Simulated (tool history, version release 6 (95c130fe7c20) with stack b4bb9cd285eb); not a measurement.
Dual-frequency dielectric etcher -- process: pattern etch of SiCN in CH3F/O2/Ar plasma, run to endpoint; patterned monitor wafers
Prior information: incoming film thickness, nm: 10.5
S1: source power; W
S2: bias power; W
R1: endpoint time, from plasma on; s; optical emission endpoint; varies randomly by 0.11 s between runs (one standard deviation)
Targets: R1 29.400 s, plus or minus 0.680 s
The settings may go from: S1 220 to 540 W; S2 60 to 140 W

run  hour   S1   S2      R1
  1   0.0  380  100  24.042
  2   1.1  430  100  23.225
  3   6.5  390   93  24.668
  4   7.0  360   89  25.297
  5  15.6  400   89  24.750
  6  22.4  440   89  24.053
  7  30.8  400   83  25.255
  8  37.6  370   79  26.294
  9  40.0  350   77  26.778
 10  41.6  330   75  27.471
 11  42.5  320   74  27.983
 12  43.5  310   73  28.349
 13  51.4  300   72  28.620

5 candidate next runs follow, results not yet known. Just one meets every target within its allowed miss. Identify it.
  A  59.3  350  69   ?
  B  59.3  280  84   ?
  C  59.3  270  90   ?
  D  59.3  280  81   ?
  E  59.3  280  70   ?

move      R1
   A  27.841
   B  27.741
   C  27.355
   D  28.079
   E  29.446
A: lands further from the targets than the last run did
B: lands further from the targets than the last run did
C: lands further from the targets than the last run did
D: lands further from the targets than the last run did
E: each result inside its tolerance
The move that meets every target is E.

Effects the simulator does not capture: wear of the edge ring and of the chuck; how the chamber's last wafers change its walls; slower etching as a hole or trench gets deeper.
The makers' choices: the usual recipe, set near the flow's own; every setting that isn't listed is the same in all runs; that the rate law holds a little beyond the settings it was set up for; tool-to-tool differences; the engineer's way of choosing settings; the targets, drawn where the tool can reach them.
